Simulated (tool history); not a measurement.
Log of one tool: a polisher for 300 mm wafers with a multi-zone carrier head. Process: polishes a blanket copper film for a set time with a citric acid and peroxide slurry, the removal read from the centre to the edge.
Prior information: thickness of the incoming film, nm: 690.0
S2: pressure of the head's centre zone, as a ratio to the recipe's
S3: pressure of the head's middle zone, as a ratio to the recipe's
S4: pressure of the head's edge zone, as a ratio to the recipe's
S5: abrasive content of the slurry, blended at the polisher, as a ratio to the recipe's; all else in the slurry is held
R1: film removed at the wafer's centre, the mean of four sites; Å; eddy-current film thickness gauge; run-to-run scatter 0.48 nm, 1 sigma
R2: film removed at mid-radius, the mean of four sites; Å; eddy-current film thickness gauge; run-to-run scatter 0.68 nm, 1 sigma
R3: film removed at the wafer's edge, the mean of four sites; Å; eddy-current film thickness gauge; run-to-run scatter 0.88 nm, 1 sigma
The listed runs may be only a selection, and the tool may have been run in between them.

{"run": 1, "hour": 0.0, "flow of slurry (ml/min)": 275, "S2": 1, "S3": 1, "S4": 1, "S5": 1, "polishing time (s)": 82, "R1": 1435.6, "R2": 1350.9, "R3": 1383.3}
{"run": 2, "hour": 1.8, "flow of slurry (ml/min)": 275, "S2": 1, "S3": 1, "S4": 1, "S5": 0.85, "polishing time (s)": 82, "R1": 1374.7, "R2": 1308.2, "R3": 1302.4}
{"run": 3, "hour": 2.6, "flow of slurry (ml/min)": 275, "S2": 1, "S3": 1, "S4": 1, "S5": 0.85, "polishing time (s)": 99, "R1": 1637.9, "R2": 1575.2, "R3": 1563.8}
{"run": 4, "hour": 6.6, "flow of slurry (ml/min)": 275, "S2": 1, "S3": 1, "S4": 1, "S5": 0.65, "polishing time (s)": 99, "R1": 1531.3, "R2": 1484.8, "R3": 1457.6}
{"run": 5, "hour": 12.6, "flow of slurry (ml/min)": 230, "S2": 1, "S3": 1, "S4": 1, "S5": 0.65, "polishing time (s)": 99, "R1": 1536, "R2": 1454.2, "R3": 1500}
{"run": 6, "hour": 18.5, "flow of slurry (ml/min)": 250, "S2": 0.96, "S3": 0.98, "S4": 0.96, "S5": 0.6, "polishing time (s)": 85, "R1": 1241.1, "R2": 1244.4, "R3": 1233.3}

Predict the results of run 7:
{"run": 7, "hour": 24.4, "flow of slurry (ml/min)": 275, "S2": 0.93, "S3": 0.94, "S4": 0.93, "S5": 0.6, "polishing time (s)": 74, "R1": "?", "R2": "?", "R3": "?"}

R1: 1063.3 Å
R2: 1036.4 Å
R3: 1051 Å
